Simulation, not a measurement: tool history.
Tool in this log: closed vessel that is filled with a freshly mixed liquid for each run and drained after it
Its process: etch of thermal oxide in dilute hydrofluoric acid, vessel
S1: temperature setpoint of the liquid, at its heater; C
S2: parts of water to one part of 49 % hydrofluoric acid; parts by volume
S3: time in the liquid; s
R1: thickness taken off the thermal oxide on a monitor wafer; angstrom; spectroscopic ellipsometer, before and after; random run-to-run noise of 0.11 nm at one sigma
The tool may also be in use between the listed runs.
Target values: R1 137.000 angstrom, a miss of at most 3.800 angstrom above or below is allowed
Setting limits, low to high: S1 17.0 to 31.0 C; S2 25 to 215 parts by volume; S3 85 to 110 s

run    day    S1   S2   S3       R1
  1  0.000  23.0  120  110   42.858
  2  0.150  26.0  120  110   48.152
  3  0.496  27.0   95  110   65.474
  4  0.721  27.0  135  110   43.993
  5  0.983  28.0  110  110   58.203
  6  1.292  28.0  110   85   44.519
  7  1.546  29.0   90   90   61.160
  8  1.712  29.5   75   95   81.689
  9  1.904  31.0   35   95  198.720

5 next moves are on the table. One of them brings every result within its allowed miss. Which?
  A  2.096  30.0  50  100   ?
  B  2.096  30.0  50   85   ?
  C  2.096  30.5  50   85   ?
  D  2.096  30.0  40   85   ?
  E  2.096  30.5  40   85   ?

move       R1
   A  135.670
   B  115.320
   C  117.600
   D  146.400
   E  149.320
A: meets every target
B: takes the biggest miss from the last run beyond its target
C: takes the biggest miss from the last run beyond its target
D: better than the last run, though not everything is in spec
E: better than the last run, though not everything is in spec
Go with A: it meets all targets.

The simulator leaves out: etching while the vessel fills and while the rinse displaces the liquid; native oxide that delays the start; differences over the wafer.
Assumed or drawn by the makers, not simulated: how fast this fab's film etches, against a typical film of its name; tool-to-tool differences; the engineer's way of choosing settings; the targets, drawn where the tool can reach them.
